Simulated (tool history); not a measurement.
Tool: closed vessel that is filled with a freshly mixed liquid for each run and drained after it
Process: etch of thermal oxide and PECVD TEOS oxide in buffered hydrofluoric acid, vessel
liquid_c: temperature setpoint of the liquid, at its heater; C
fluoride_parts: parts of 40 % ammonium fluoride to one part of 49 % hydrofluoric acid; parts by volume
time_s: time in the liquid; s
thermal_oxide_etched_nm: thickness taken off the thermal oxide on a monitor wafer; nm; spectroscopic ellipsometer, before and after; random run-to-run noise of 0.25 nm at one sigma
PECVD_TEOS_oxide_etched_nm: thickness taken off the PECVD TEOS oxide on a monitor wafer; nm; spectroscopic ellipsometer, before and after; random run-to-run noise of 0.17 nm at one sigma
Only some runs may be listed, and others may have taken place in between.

run,hour,liquid_c,fluoride_parts,time_s,thermal_oxide_etched_nm,PECVD_TEOS_oxide_etched_nm
1,0.0,23.0,15.5,60,41.715,43.223
2,4.3,22.0,16.0,60,38.621,39.520
3,8.5,22.0,12.5,60,47.515,50.242
4,11.2,22.0,9.0,60,65.085,66.991
5,19.5,19.5,9.0,60,56.214,57.532
6,24.8,19.5,9.0,45,42.243,43.885
7,32.0,19.5,9.0,45,42.993,43.994
8,35.4,19.0,10.0,45,37.650,39.921

The next listed run, before its measurement:
9,44.0,18.5,10.5,45,?,?

{"run 9": {"thermal_oxide_etched_nm": 35.677, "PECVD_TEOS_oxide_etched_nm": 37.137}}
